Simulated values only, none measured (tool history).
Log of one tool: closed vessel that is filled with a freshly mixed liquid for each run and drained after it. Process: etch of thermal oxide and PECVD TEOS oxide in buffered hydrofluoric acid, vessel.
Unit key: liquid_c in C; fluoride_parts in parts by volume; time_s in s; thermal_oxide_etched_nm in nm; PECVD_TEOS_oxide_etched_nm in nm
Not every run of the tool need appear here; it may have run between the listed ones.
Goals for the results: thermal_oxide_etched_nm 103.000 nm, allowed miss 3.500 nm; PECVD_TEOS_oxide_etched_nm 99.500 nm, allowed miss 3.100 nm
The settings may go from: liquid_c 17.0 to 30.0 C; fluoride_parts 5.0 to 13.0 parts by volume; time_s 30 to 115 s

run 1 hour=0.0 | liquid_c=22.0 fluoride_parts=8.0 time_s=60 | thermal_oxide_etched_nm=78.323 PECVD_TEOS_oxide_etched_nm=75.681
run 2 hour=4.6 | liquid_c=22.5 fluoride_parts=8.0 time_s=60 | thermal_oxide_etched_nm=82.468 PECVD_TEOS_oxide_etched_nm=78.709
run 3 hour=8.5 | liquid_c=22.5 fluoride_parts=9.5 time_s=60 | thermal_oxide_etched_nm=69.177 PECVD_TEOS_oxide_etched_nm=67.198
run 4 hour=12.6 | liquid_c=19.0 fluoride_parts=9.5 time_s=60 | thermal_oxide_etched_nm=55.946 PECVD_TEOS_oxide_etched_nm=54.159
run 5 hour=18.6 | liquid_c=20.0 fluoride_parts=9.5 time_s=60 | thermal_oxide_etched_nm=60.713 PECVD_TEOS_oxide_etched_nm=57.403
run 6 hour=22.9 | liquid_c=18.0 fluoride_parts=9.5 time_s=60 | thermal_oxide_etched_nm=54.210 PECVD_TEOS_oxide_etched_nm=51.730
run 7 hour=27.0 | liquid_c=19.5 fluoride_parts=9.5 time_s=60 | thermal_oxide_etched_nm=59.034 PECVD_TEOS_oxide_etched_nm=56.290
run 8 hour=33.5 | liquid_c=20.5 fluoride_parts=9.5 time_s=60 | thermal_oxide_etched_nm=63.568 PECVD_TEOS_oxide_etched_nm=59.388
run 9 hour=34.5 | liquid_c=21.5 fluoride_parts=9.5 time_s=60 | thermal_oxide_etched_nm=66.207 PECVD_TEOS_oxide_etched_nm=62.579
run 10 hour=36.2 | liquid_c=22.5 fluoride_parts=9.5 time_s=60 | thermal_oxide_etched_nm=69.496 PECVD_TEOS_oxide_etched_nm=67.201

5 candidate next runs follow, results not yet known. Just one meets every target within its allowed miss. Identify it.
run A hour=37.9 | liquid_c=22.5 fluoride_parts=9.5 time_s=90 | thermal_oxide_etched_nm=? PECVD_TEOS_oxide_etched_nm=?
run B hour=37.9 | liquid_c=29.5 fluoride_parts=11.0 time_s=65 | thermal_oxide_etched_nm=? PECVD_TEOS_oxide_etched_nm=?
run C hour=37.9 | liquid_c=23.5 fluoride_parts=8.5 time_s=70 | thermal_oxide_etched_nm=? PECVD_TEOS_oxide_etched_nm=?
run D hour=37.9 | liquid_c=20.0 fluoride_parts=7.5 time_s=75 | thermal_oxide_etched_nm=? PECVD_TEOS_oxide_etched_nm=?
run E hour=37.9 | liquid_c=23.5 fluoride_parts=10.5 time_s=85 | thermal_oxide_etched_nm=? PECVD_TEOS_oxide_etched_nm=?

move=A thermal_oxide_etched_nm=104.310 PECVD_TEOS_oxide_etched_nm=99.188
move=B thermal_oxide_etched_nm=96.901 PECVD_TEOS_oxide_etched_nm=92.143
move=C thermal_oxide_etched_nm=94.344 PECVD_TEOS_oxide_etched_nm=89.712
move=D thermal_oxide_etched_nm=95.388 PECVD_TEOS_oxide_etched_nm=90.705
move=E thermal_oxide_etched_nm=96.091 PECVD_TEOS_oxide_etched_nm=91.373
A: all results land within tolerance of their targets
B: an improvement on the last run, though not all results are within tolerance
C: an improvement on the last run, though not all results are within tolerance
D: an improvement on the last run, though not all results are within tolerance
E: an improvement on the last run, though not all results are within tolerance
The move that meets every target is A.
